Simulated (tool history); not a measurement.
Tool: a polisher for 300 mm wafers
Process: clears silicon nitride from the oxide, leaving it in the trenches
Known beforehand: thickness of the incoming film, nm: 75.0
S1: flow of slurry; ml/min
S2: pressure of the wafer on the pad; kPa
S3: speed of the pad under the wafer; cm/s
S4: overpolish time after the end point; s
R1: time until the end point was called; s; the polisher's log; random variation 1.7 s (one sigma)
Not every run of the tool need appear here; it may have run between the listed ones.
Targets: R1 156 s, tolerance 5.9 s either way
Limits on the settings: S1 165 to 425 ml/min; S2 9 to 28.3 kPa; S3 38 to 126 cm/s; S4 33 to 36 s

run,hour,S1,S2,S3,S4,R1
1,0,275,18.6,82,33,118.85
2,3,275,17.9,82,33,122.87
3,10.6,275,17.9,82,36,124.42
4,19.5,300,17.9,82,36,121.6
5,22.2,295,17.2,82,36,129.09
6,31,265,17.2,82,36,128.15
7,36.1,265,16.5,82,36,135.45
8,37.8,265,16.5,82,36,134.39
9,39.5,265,15.9,82,36,138.91

4 next moves are on the table. One of them brings every result within its allowed miss. Which?
A,41.2,265,17.9,84,36,?
B,41.2,285,16.5,80,36,?
C,41.2,165,15.2,98,36,?
D,41.2,290,15.2,76,33,?

move,R1
A,120.82
B,136.06
C,128.03
D,155.3
A: lands further from the targets than the last run did
B: lands further from the targets than the last run did
C: lands further from the targets than the last run did
D: in spec on every target
The right move is D.
